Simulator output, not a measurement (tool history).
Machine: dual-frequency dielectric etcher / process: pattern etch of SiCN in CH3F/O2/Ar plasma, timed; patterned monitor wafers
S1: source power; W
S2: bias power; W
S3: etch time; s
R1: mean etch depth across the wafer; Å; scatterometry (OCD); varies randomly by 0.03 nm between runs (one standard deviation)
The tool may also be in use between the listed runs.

Run 1, hour 0: S1 290 W, S2 81 W, S3 42.5 s. Result: R1 152.11 Å.
Run 2, hour 7.8: S1 340 W, S2 81 W, S3 42.5 s. Result: R1 158.34 Å.
Run 3, hour 16.1: S1 340 W, S2 94 W, S3 42.5 s. Result: R1 169.02 Å.
Run 4, hour 20.6: S1 380 W, S2 94 W, S3 42.5 s. Result: R1 174.31 Å.
Run 5, hour 26.4: S1 350 W, S2 89 W, S3 42.5 s. Result: R1 166.17 Å.
Run 6, hour 31.6: S1 320 W, S2 86 W, S3 42.5 s. Result: R1 159.62 Å.

The next listed run, before its measurement:
Run 7, hour 32.8: S1 300 W, S2 84 W, S3 42.5 s. Result: R1 ?.

{"run 7": {"R1": 154.85}}
